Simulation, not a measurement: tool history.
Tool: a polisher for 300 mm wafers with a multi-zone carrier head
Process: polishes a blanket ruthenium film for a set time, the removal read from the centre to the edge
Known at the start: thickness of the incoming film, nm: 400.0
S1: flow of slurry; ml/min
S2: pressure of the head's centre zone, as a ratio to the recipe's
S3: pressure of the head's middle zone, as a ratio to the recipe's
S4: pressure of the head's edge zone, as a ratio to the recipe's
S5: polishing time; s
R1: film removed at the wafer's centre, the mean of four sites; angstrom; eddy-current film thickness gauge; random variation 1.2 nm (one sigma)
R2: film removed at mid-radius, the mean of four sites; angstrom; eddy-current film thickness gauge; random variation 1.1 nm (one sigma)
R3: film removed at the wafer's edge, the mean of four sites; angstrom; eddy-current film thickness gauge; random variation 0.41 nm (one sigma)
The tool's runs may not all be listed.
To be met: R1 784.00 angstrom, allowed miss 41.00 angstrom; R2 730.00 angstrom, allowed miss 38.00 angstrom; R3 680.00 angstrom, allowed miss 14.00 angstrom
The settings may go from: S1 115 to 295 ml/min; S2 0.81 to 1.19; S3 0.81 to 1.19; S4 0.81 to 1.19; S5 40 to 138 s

run	hour	S1	S2	S3	S4	S5	R1	R2	R3
1	0.0	190	1.00	1.00	1.00	88	779.04	772.27	760.59
2	0.8	185	1.01	1.00	0.98	88	799.10	758.87	740.72
3	8.3	180	1.01	1.00	0.97	88	768.17	780.12	725.28
4	11.9	180	1.01	1.00	1.05	88	783.83	769.15	766.54
5	14.5	180	1.01	1.00	1.05	105	920.60	939.14	914.35
6	19.6	180	1.01	1.00	1.05	124	1100.60	1078.30	1078.40
7	26.6	175	1.01	0.99	1.02	119	1053.30	1024.70	1006.60
8	27.4	170	1.01	0.98	0.99	115	1051.10	984.19	951.79
9	36.2	165	1.00	0.97	0.97	111	963.72	904.09	903.72
10	41.8	160	1.00	0.97	0.95	108	950.61	898.18	877.74
11	50.6	160	1.00	0.97	0.93	105	907.99	892.93	847.07
12	58.6	160	1.00	0.96	0.92	102	881.31	836.25	819.02
13	65.3	155	1.00	0.96	0.91	100	871.07	804.94	790.89
14	71.9	150	1.00	0.96	0.90	99	836.83	792.91	774.00
15	75.5	145	1.01	0.96	0.89	98	826.41	781.33	754.68

5 next moves are on the table. One of them brings every result within its allowed miss. Which?
A	79.1	180	1.01	1.19	0.81	84	?	?	?
B	79.1	160	1.09	1.14	0.81	88	?	?	?
C	79.1	130	1.05	0.97	0.84	92	?	?	?
D	79.1	115	0.89	0.88	0.92	112	?	?	?
E	79.1	130	1.05	0.95	0.89	107	?	?	?

move	R1	R2	R3
A	740.83	846.45	648.66
B	816.78	835.02	668.86
C	777.50	724.94	687.83
D	769.28	786.20	852.60
E	904.15	828.48	821.32
A: takes the result that was furthest off past its target
B: brings the result that was furthest off to its target, and leaves another outside
C: meets every target
D: further off than the last run
E: further off than the last run
Answer: C

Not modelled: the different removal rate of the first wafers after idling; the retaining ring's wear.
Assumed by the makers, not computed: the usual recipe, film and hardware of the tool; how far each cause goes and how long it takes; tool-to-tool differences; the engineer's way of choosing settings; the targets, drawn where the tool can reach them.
